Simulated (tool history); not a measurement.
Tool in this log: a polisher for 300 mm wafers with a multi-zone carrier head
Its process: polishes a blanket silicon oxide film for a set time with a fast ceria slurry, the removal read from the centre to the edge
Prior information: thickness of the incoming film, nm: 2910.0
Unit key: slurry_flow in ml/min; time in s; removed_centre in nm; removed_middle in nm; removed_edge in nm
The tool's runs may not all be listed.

{"run": 1, "day": 0.0, "slurry_flow": 245, "centre_zone": 1.0, "middle_zone": 1.0, "edge_zone": 1.0, "time": 33, "removed_centre": 618.72, "removed_middle": 603.13, "removed_edge": 606.37}
{"run": 2, "day": 0.375, "slurry_flow": 235, "centre_zone": 0.99, "middle_zone": 0.98, "edge_zone": 0.98, "time": 31, "removed_centre": 568.76, "removed_middle": 565.17, "removed_edge": 579.53}
{"run": 3, "day": 0.738, "slurry_flow": 235, "centre_zone": 0.91, "middle_zone": 0.98, "edge_zone": 0.98, "time": 31, "removed_centre": 525.43, "removed_middle": 561.46, "removed_edge": 585.76}
{"run": 4, "day": 0.796, "slurry_flow": 225, "centre_zone": 0.91, "middle_zone": 0.96, "edge_zone": 0.96, "time": 29, "removed_centre": 482.76, "removed_middle": 504.39, "removed_edge": 544.77}
{"run": 5, "day": 1.004, "slurry_flow": 225, "centre_zone": 0.91, "middle_zone": 0.92, "edge_zone": 0.96, "time": 29, "removed_centre": 480.42, "removed_middle": 494.24, "removed_edge": 522.12}
{"run": 6, "day": 1.083, "slurry_flow": 225, "centre_zone": 0.91, "middle_zone": 0.92, "edge_zone": 0.89, "time": 29, "removed_centre": 486.26, "removed_middle": 493.72, "removed_edge": 507.72}
{"run": 7, "day": 1.358, "slurry_flow": 215, "centre_zone": 0.91, "middle_zone": 0.91, "edge_zone": 0.88, "time": 28, "removed_centre": 465.86, "removed_middle": 462.89, "removed_edge": 493.65}

Run 8 has not been measured yet. What should we expect?
{"run": 8, "day": 1.638, "slurry_flow": 210, "centre_zone": 0.91, "middle_zone": 0.9, "edge_zone": 0.87, "time": 27, "removed_centre": "?", "removed_middle": "?", "removed_edge": "?"}

{"run 8": {"removed_centre": 454.62, "removed_middle": 446.58, "removed_edge": 465.52}}

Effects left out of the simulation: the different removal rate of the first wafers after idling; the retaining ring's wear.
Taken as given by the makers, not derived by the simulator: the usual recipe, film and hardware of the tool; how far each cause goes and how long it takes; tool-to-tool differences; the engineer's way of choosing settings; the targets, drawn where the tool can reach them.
